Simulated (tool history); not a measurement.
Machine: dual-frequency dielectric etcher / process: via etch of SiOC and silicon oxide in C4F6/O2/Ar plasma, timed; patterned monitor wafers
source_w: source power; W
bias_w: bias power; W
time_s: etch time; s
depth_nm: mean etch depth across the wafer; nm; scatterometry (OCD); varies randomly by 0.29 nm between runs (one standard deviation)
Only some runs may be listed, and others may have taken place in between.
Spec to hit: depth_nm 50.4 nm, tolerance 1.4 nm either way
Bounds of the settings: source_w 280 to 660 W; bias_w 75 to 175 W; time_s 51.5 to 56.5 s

| run | hour | source_w | bias_w | time_s | depth_nm |
|---|---|---|---|---|---|
| 1 | 0 | 470 | 125 | 56.5 | 60.209 |
| 2 | 5.9 | 440 | 122 | 56 | 57.884 |
| 3 | 9.7 | 440 | 131 | 56 | 58.961 |
| 4 | 14.8 | 440 | 131 | 56.5 | 59.47 |
| 5 | 18.3 | 440 | 131 | 56.5 | 60.333 |
| 6 | 25.4 | 440 | 131 | 51.5 | 54.56 |
| 7 | 32.5 | 430 | 130 | 51.5 | 53.954 |
| 8 | 35.5 | 430 | 130 | 51.5 | 54.392 |
| 9 | 41.9 | 420 | 129 | 51.5 | 52.939 |
| 10 | 46.4 | 410 | 129 | 51.5 | 52.765 |
| 11 | 47.8 | 400 | 129 | 51.5 | 52.584 |
| 12 | 49.7 | 390 | 128 | 51.5 | 52.303 |

Which single option among these 4 for the next run brings every result within its allowed miss of target? Just one does.
| A | 51.6 | 410 | 135 | 54 | ? |
| B | 51.6 | 400 | 141 | 51.5 | ? |
| C | 51.6 | 380 | 120 | 51.5 | ? |
| D | 51.6 | 430 | 137 | 51.5 | ? |

| move | depth_nm |
|---|---|
| A | 56.78 |
| B | 54.337 |
| C | 51.195 |
| D | 55.24 |
A: moves away from the targets compared with the last run
B: moves away from the targets compared with the last run
C: all results in spec
D: moves away from the targets compared with the last run
Move C is the one to make.
